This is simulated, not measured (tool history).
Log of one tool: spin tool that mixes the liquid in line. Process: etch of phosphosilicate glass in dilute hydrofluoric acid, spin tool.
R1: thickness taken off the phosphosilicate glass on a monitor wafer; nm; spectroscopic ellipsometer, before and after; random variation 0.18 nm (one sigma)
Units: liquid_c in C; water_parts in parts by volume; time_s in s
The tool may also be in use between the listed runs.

run 1 day=0.000 | liquid_c=25.0 water_parts=185 time_s=50 | R1=26.314
run 2 day=0.142 | liquid_c=25.0 water_parts=185 time_s=55 | R1=28.751
run 3 day=0.283 | liquid_c=25.0 water_parts=185 time_s=50 | R1=26.262
run 4 day=0.488 | liquid_c=25.0 water_parts=225 time_s=50 | R1=20.710
run 5 day=0.775 | liquid_c=26.0 water_parts=205 time_s=50 | R1=23.978
run 6 day=1.129 | liquid_c=27.0 water_parts=190 time_s=50 | R1=27.487
run 7 day=1.338 | liquid_c=28.0 water_parts=175 time_s=50 | R1=31.351
run 8 day=1.396 | liquid_c=29.0 water_parts=165 time_s=50 | R1=34.909
run 9 day=1.638 | liquid_c=33.0 water_parts=110 time_s=50 | R1=64.971
run 10 day=1.792 | liquid_c=32.5 water_parts=110 time_s=50 | R1=63.954

Forecast run 11:
run 11 day=2.104 | liquid_c=28.5 water_parts=115 time_s=50 | R1=?

R1: 52.379 nm
